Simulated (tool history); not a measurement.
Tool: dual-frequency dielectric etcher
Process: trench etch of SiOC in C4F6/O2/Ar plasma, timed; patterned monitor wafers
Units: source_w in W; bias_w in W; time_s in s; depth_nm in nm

run  hour  source_w  bias_w  time_s  depth_nm
  1   0.0       300     245    17.0    36.973
  2   5.5       280     242    17.0    35.623
  3  13.0       310     242    17.0    37.508
  4  16.7       290     240    17.0    36.175
  5  17.3       330     240    17.0    38.286
  6  24.0       330     255    17.0    39.325
  7  31.0       270     240    17.0    35.195

Run 8 comes next. What will it give?
  8  33.8       260     239    17.0         ?

depth_nm: 34.372 nm
